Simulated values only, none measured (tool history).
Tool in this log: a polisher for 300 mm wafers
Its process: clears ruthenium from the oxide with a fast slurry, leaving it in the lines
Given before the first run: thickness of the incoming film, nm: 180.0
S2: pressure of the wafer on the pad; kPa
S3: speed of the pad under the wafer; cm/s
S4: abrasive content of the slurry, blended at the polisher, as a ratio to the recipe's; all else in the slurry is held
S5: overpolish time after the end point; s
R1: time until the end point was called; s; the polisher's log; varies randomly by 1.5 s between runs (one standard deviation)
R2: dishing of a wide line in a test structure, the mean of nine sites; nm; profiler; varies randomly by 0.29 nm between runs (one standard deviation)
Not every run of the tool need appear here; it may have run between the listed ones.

{"run": 1, "hour": 0.0, "flow of slurry (ml/min)": 305, "S2": 19.3, "S3": 84, "S4": 1, "S5": 27, "R1": 59.562, "R2": 63.162}
{"run": 2, "hour": 3.7, "flow of slurry (ml/min)": 305, "S2": 17.2, "S3": 76, "S4": 1, "S5": 23, "R1": 71.368, "R2": 47.477}
{"run": 3, "hour": 12.0, "flow of slurry (ml/min)": 305, "S2": 17.2, "S3": 76, "S4": 1, "S5": 32, "R1": 70.288, "R2": 63.685}
{"run": 4, "hour": 19.4, "flow of slurry (ml/min)": 305, "S2": 15.9, "S3": 68, "S4": 1, "S5": 26, "R1": 84.442, "R2": 43.127}
{"run": 5, "hour": 26.3, "flow of slurry (ml/min)": 310, "S2": 14.5, "S3": 62, "S4": 1.05, "S5": 22, "R1": 95.942, "R2": 33.837}
{"run": 6, "hour": 28.6, "flow of slurry (ml/min)": 310, "S2": 14.5, "S3": 62, "S4": 1.05, "S5": 28, "R1": 96.209, "R2": 42.217}
{"run": 7, "hour": 37.6, "flow of slurry (ml/min)": 300, "S2": 14.5, "S3": 58, "S4": 0.95, "S5": 23, "R1": 108.88, "R2": 31.988}
{"run": 8, "hour": 43.0, "flow of slurry (ml/min)": 310, "S2": 13.1, "S3": 56, "S4": 1, "S5": 20, "R1": 119.17, "R2": 26.58}
{"run": 9, "hour": 47.2, "flow of slurry (ml/min)": 395, "S2": 9, "S3": 54, "S4": 1.2, "S5": 8, "R1": 149.15, "R2": 8.5268}
{"run": 10, "hour": 50.1, "flow of slurry (ml/min)": 395, "S2": 9, "S3": 54, "S4": 1.2, "S5": 8, "R1": 148.48, "R2": 8.5005}
{"run": 11, "hour": 53.1, "flow of slurry (ml/min)": 365, "S2": 9, "S3": 54, "S4": 1.2, "S5": 9, "R1": 151.2, "R2": 9.7007}
{"run": 12, "hour": 58.3, "flow of slurry (ml/min)": 350, "S2": 9.7, "S3": 54, "S4": 1.2, "S5": 9, "R1": 142.84, "R2": 9.8346}
{"run": 13, "hour": 66.8, "flow of slurry (ml/min)": 345, "S2": 9.7, "S3": 54, "S4": 1.15, "S5": 10, "R1": 145.98, "R2": 10.806}

Run 14 is up next; what results do you expect?
{"run": 14, "hour": 71.9, "flow of slurry (ml/min)": 335, "S2": 9.7, "S3": 54, "S4": 1.15, "S5": 10, "R1": "?", "R2": "?"}

For run 14 the tool returned R1 145.71 s, R2 11.353 nm.

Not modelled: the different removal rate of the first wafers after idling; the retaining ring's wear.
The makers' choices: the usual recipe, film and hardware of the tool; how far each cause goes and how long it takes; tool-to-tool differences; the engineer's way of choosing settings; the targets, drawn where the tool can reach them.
